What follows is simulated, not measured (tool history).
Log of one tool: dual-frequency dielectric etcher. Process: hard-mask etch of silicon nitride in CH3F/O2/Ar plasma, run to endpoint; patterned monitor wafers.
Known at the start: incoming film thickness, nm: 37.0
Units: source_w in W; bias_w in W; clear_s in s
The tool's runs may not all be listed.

run    day  source_w  bias_w  clear_s
  1  0.000       470      76   51.965
  2  0.188       470      64   54.219
  3  0.375       430      64   56.594
  4  0.658       400      64   58.814
  5  0.875       450      66   55.063
  6  0.921       490      68   52.390
  7  1.058       530      70   50.050

The next listed run, before its measurement:
  8  1.296       560      72        ?

{"run 8": {"clear_s": 48.519}}
